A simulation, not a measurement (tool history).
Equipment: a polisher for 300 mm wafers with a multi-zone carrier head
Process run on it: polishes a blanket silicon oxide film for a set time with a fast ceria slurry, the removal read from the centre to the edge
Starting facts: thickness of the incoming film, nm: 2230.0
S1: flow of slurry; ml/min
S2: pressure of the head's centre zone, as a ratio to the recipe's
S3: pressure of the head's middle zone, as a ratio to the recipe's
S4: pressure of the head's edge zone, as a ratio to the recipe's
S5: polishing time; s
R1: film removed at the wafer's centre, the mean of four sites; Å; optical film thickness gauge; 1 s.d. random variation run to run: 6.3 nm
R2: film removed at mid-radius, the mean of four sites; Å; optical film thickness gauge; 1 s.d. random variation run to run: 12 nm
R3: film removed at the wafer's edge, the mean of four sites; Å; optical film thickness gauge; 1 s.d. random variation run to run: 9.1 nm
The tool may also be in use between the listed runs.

Run 1, day 0.000: S1 230 ml/min, S2 1.00, S3 1.00, S4 1.00, S5 43 s. Result: R1 7557.9 Å, R2 7328.7 Å, R3 7630.8 Å.
Run 2, day 0.238: S1 230 ml/min, S2 1.00, S3 1.00, S4 1.00, S5 47 s. Result: R1 8267.0 Å, R2 8009.0 Å, R3 8286.1 Å.
Run 3, day 0.450: S1 230 ml/min, S2 1.00, S3 1.00, S4 1.04, S5 47 s. Result: R1 8224.5 Å, R2 8046.7 Å, R3 8452.0 Å.
Run 4, day 0.617: S1 235 ml/min, S2 1.00, S3 1.02, S4 1.05, S5 47 s. Result: R1 8408.8 Å, R2 8338.5 Å, R3 8571.5 Å.
Run 5, day 0.962: S1 240 ml/min, S2 1.00, S3 1.03, S4 1.06, S5 47 s. Result: R1 8371.4 Å, R2 8410.0 Å, R3 8495.2 Å.
Run 6, day 1.250: S1 240 ml/min, S2 1.00, S3 1.04, S4 1.07, S5 47 s. Result: R1 8217.2 Å, R2 8220.3 Å, R3 8591.3 Å.

What will run 7 give?
Run 7, day 1.550: S1 245 ml/min, S2 1.00, S3 1.06, S4 1.06, S5 47 s. Result: R1 ?, R2 ?, R3 ?.

R1: 8477.8 Å
R2: 8547.8 Å
R3: 8401.6 Å
